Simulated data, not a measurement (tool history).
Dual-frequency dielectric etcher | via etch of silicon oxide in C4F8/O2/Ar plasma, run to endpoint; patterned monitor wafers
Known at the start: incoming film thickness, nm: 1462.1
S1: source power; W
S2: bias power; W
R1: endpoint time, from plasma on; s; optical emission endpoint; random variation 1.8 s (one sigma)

run 1 hour=0 | S1=2210 S2=1764 | R1=284.31
run 2 hour=2.1 | S1=2210 S2=1874 | R1=280.94
run 3 hour=5 | S1=2320 S2=1904 | R1=276.65
run 4 hour=6 | S1=2420 S2=1943 | R1=268.41
run 5 hour=8.9 | S1=2050 S2=1943 | R1=291.46
run 6 hour=14.4 | S1=2200 S2=1973 | R1=277.31
run 7 hour=20.6 | S1=2280 S2=1994 | R1=271.33
-- hour=22.1 source power generator calibrated
run 8 hour=22.1 | S1=2280 S2=1994 | R1=274.39
run 9 hour=24.8 | S1=2350 S2=2012 | R1=273.12

Run 10 comes next. What will it give?
run 10 hour=29.7 | S1=2430 S2=2032 | R1=?

{"run 10": {"R1": 266.05}}
